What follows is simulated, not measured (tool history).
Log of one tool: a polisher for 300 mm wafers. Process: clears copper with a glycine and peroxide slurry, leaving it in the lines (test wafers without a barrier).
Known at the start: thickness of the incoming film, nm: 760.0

run  hour  flow of slurry (ml/min)  pressure of the wafer on the pad (kPa)  speed of the pad under the wafer (m/s)  overpolish time after the end point (s)  time until the end point was called (s)  dishing of a wide line in a test structure (nm)
  1   0.0                      240                                    15.2                                    1.10                                       12                                   178.38                                           32.889
  2   9.0                      240                                    12.4                                    1.06                                       12                                   213.51                                           28.606
  3  17.4                      240                                    12.4                                    1.18                                       12                                   191.24                                           29.794
  4  20.7                      210                                    12.4                                    1.18                                       12                                   200.01                                           30.045
  5  22.1                      210                                    12.4                                    1.18                                        8                                   194.97                                           20.943
  6  28.7                      210                                    14.5                                    1.18                                        8                                   174.05                                           23.179
     31.9  -- head pressure recalibrated
  7  31.9                      205                                    11.7                                    1.14                                        9                                   228.67                                           19.560

Run 8 has not been measured yet. What should we expect?
  8  38.4                      190                                    11.0                                    1.14                                       10                                        ?                                                ?

Run 8 gave time until the end point was called (s) 244.15, dishing of a wide line in a test structure (nm) 21.253.
